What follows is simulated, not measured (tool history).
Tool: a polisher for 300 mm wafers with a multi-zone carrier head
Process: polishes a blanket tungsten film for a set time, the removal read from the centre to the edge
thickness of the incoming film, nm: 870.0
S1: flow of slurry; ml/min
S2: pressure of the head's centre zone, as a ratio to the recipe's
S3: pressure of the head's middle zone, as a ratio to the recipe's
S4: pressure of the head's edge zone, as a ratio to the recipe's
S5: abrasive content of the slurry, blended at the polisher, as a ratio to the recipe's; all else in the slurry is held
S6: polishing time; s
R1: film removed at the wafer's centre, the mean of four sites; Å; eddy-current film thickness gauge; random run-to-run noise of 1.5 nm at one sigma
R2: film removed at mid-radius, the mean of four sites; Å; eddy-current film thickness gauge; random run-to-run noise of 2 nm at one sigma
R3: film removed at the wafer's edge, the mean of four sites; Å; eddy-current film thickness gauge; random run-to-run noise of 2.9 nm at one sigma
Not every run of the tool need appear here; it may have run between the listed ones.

{"run": 1, "day": 0.0, "S1": 290, "S2": 1.0, "S3": 1.0, "S4": 1.0, "S5": 1.0, "S6": 39, "R1": 1680.6, "R2": 1699.0, "R3": 1694.4}
{"run": 2, "day": 0.321, "S1": 300, "S2": 1.04, "S3": 1.0, "S4": 1.04, "S5": 1.15, "S6": 40, "R1": 1881.8, "R2": 1829.5, "R3": 1826.3}
{"run": 3, "day": 0.575, "S1": 300, "S2": 1.06, "S3": 0.99, "S4": 1.07, "S5": 1.25, "S6": 41, "R1": 2011.4, "R2": 1884.5, "R3": 1996.6}
{"run": 4, "day": 0.617, "S1": 300, "S2": 1.06, "S3": 0.99, "S4": 1.07, "S5": 1.1, "S6": 41, "R1": 1928.9, "R2": 1827.3, "R3": 1931.0}
{"run": 5, "day": 0.75, "S1": 300, "S2": 1.06, "S3": 0.99, "S4": 1.07, "S5": 1.0, "S6": 41, "R1": 1883.2, "R2": 1759.0, "R3": 1857.8}
{"run": 6, "day": 1.088, "S1": 300, "S2": 1.06, "S3": 0.99, "S4": 1.12, "S5": 1.0, "S6": 41, "R1": 1864.7, "R2": 1744.9, "R3": 1885.3}
{"run": 7, "day": 1.2, "S1": 310, "S2": 1.09, "S3": 1.0, "S4": 1.13, "S5": 1.1, "S6": 41, "R1": 2008.4, "R2": 1866.9, "R3": 2011.9}
{"run": 8, "day": 1.25, "S1": 330, "S2": 1.12, "S3": 1.0, "S4": 1.13, "S5": 1.15, "S6": 41, "R1": 2104.2, "R2": 1906.0, "R3": 2061.6}
{"run": 9, "day": 1.329, "S1": 340, "S2": 1.14, "S3": 1.0, "S4": 1.13, "S5": 1.2, "S6": 41, "R1": 2163.3, "R2": 1901.4, "R3": 2071.9}

Estimate the outcome of run 10 from the log above:
{"run": 10, "day": 1.696, "S1": 345, "S2": 1.15, "S3": 1.01, "S4": 1.13, "S5": 1.25, "S6": 41, "R1": "?", "R2": "?", "R3": "?"}

Run 10 came out at R1 2200.6 Å, R2 1989.3 Å, R3 2063.0 Å.

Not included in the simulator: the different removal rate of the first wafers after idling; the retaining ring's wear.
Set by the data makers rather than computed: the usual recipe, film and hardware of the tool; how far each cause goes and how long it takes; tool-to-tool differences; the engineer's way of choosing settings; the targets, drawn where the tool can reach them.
